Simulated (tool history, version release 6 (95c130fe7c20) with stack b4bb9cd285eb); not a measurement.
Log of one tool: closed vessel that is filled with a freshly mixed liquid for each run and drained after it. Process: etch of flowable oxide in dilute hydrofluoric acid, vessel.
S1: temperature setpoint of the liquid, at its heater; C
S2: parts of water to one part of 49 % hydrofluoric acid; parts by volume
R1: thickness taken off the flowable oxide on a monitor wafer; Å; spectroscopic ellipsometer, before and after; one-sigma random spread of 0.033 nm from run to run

Run 1, day 0: S1 20 C, S2 290 parts by volume, time in the liquid (s) 85. Result: R1 111.79 Å.
Run 2, day 0.108: S1 23.5 C, S2 290 parts by volume, time in the liquid (s) 85. Result: R1 126.77 Å.
Run 3, day 0.271: S1 23 C, S2 295 parts by volume, time in the liquid (s) 85. Result: R1 121.44 Å.
Run 4, day 0.55: S1 22.5 C, S2 300 parts by volume, time in the liquid (s) 85. Result: R1 117.22 Å.
Run 5, day 0.625: S1 22.5 C, S2 365 parts by volume, time in the liquid (s) 85. Result: R1 90.403 Å.
Run 6, day 0.879: S1 22 C, S2 365 parts by volume, time in the liquid (s) 85. Result: R1 89.048 Å.
Run 7, day 0.996: S1 22 C, S2 365 parts by volume, time in the liquid (s) 85. Result: R1 89.109 Å.
Run 8, day 1.133: S1 21.5 C, S2 365 parts by volume, time in the liquid (s) 85. Result: R1 86.989 Å.
Run 9, day 1.204: S1 21.5 C, S2 365 parts by volume, time in the liquid (s) 85. Result: R1 87.325 Å.

The next listed run, before its measurement:
Run 10, day 1.438: S1 20 C, S2 365 parts by volume, time in the liquid (s) 85. Result: R1 ?.

Run 10 yielded R1 82.81 Å.

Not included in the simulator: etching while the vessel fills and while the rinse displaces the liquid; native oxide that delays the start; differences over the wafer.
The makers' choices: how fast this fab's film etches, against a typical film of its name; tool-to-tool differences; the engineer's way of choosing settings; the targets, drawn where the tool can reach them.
